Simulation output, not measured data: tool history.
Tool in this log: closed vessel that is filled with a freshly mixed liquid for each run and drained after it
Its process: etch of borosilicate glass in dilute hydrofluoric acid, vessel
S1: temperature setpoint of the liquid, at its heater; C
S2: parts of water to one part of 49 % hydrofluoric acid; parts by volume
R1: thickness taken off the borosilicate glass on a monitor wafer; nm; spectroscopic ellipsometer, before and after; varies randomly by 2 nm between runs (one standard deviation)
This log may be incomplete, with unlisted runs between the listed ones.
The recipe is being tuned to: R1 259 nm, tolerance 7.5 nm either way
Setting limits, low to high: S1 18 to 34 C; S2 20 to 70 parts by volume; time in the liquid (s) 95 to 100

Run 1, day 0: S1 26 C, S2 40 parts by volume, time in the liquid (s) 95. Result: R1 167.69 nm.
Run 2, day 0.279: S1 24.5 C, S2 40 parts by volume, time in the liquid (s) 95. Result: R1 157.65 nm.
Run 3, day 0.525: S1 27 C, S2 40 parts by volume, time in the liquid (s) 95. Result: R1 177.71 nm.
Run 4, day 0.575: S1 29 C, S2 40 parts by volume, time in the liquid (s) 95. Result: R1 191.19 nm.
Run 5, day 0.833: S1 32 C, S2 40 parts by volume, time in the liquid (s) 95. Result: R1 216.19 nm.
Run 6, day 1.208: S1 32 C, S2 55 parts by volume, time in the liquid (s) 95. Result: R1 152.83 nm.
Run 7, day 1.479: S1 32.5 C, S2 50 parts by volume, time in the liquid (s) 95. Result: R1 173.25 nm.
Run 8, day 1.625: S1 33 C, S2 45 parts by volume, time in the liquid (s) 95. Result: R1 196.27 nm.
Run 9, day 1.817: S1 33.5 C, S2 40 parts by volume, time in the liquid (s) 95. Result: R1 228.53 nm.
Run 10, day 1.925: S1 34 C, S2 35 parts by volume, time in the liquid (s) 95. Result: R1 266.95 nm.

Exactly one of the 4 candidate moves below puts every result within its allowed miss. Which one?
Run A, day 2.033: S1 33.5 C, S2 35 parts by volume, time in the liquid (s) 95. Result: R1 ?.
Run B, day 2.033: S1 27 C, S2 30 parts by volume, time in the liquid (s) 95. Result: R1 ?.
Run C, day 2.033: S1 34 C, S2 40 parts by volume, time in the liquid (s) 100. Result: R1 ?.
Run D, day 2.033: S1 33.5 C, S2 35 parts by volume, time in the liquid (s) 100. Result: R1 ?.

move      R1
   A  259.82
   B  235.81
   C  241.88
   D  273.49
A: in spec on every target
B: takes the biggest miss from the last run beyond its target
C: takes the biggest miss from the last run beyond its target
D: the biggest miss grows against the last run
A is the move that brings every result within its allowed miss.
